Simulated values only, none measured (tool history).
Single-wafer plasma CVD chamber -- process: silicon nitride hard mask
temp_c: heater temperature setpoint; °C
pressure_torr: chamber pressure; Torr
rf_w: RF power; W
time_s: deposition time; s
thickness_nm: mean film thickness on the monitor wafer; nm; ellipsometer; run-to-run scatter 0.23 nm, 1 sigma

run	hour	temp_c	pressure_torr	rf_w	time_s	thickness_nm
1	0.0	390	1.73	305	44.6	53.299
2	5.8	390	1.73	335	44.6	56.701
3	12.5	390	1.61	330	44.6	55.144
4	18.2	390	1.52	325	44.6	54.156
5	26.3	390	1.77	325	44.6	55.569
6	33.5	390	1.68	315	44.5	54.118
7	37.7	390	1.59	310	44.5	52.542
8	44.2	390	1.51	310	44.5	52.542
9	46.9	390	1.20	285	44.3	47.369
10	54.3	390	1.23	285	44.3	47.139

Run 11 comes next. What will it give?
11	61.2	390	1.26	285	44.3	?

thickness_nm: 47.582 nm

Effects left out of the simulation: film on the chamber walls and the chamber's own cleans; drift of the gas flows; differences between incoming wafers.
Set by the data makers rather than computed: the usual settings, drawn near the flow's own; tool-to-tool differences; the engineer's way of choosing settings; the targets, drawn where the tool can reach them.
